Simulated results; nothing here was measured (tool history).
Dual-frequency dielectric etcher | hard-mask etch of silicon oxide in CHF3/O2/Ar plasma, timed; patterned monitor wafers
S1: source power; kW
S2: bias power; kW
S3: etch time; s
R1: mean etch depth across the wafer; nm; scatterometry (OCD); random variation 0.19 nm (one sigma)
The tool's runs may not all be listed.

{"run": 1, "hour": 0.0, "S1": 0.74, "S2": 0.167, "S3": 29.5, "R1": 57.288}
{"run": 2, "hour": 2.8, "S1": 0.76, "S2": 0.168, "S3": 29.5, "R1": 57.542}
{"run": 3, "hour": 5.3, "S1": 0.78, "S2": 0.169, "S3": 29.5, "R1": 58.431}
{"run": 4, "hour": 13.1, "S1": 0.8, "S2": 0.17, "S3": 29.5, "R1": 58.106}
{"run": 5, "hour": 16.2, "S1": 0.8, "S2": 0.17, "S3": 29.5, "R1": 58.858}
{"run": 6, "hour": 23.6, "S1": 0.85, "S2": 0.17, "S3": 29.5, "R1": 59.366}
{"run": 7, "hour": 24.1, "S1": 0.87, "S2": 0.172, "S3": 29.5, "R1": 60.071}

Forecast run 8:
{"run": 8, "hour": 27.9, "S1": 0.89, "S2": 0.173, "S3": 29.5, "R1": "?"}

R1: 59.955 nm
